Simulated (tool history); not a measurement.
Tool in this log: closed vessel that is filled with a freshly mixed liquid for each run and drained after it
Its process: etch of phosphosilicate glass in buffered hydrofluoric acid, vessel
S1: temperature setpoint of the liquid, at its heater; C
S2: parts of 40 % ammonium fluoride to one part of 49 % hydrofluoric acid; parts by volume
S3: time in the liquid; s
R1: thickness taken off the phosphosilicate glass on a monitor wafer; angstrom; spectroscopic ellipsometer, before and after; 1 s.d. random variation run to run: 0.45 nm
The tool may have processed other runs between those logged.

run	hour	S1	S2	S3	R1
1	0.0	24.0	17.0	30	714.32
2	1.1	26.0	15.5	30	879.09
3	1.6	24.5	15.5	30	804.59
4	9.7	26.5	15.0	30	925.95
5	17.5	26.5	15.0	30	928.41
6	26.0	26.5	15.0	30	930.23

Forecast run 7:
7	29.3	28.0	14.5	30	?

R1: 1038.20 angstrom
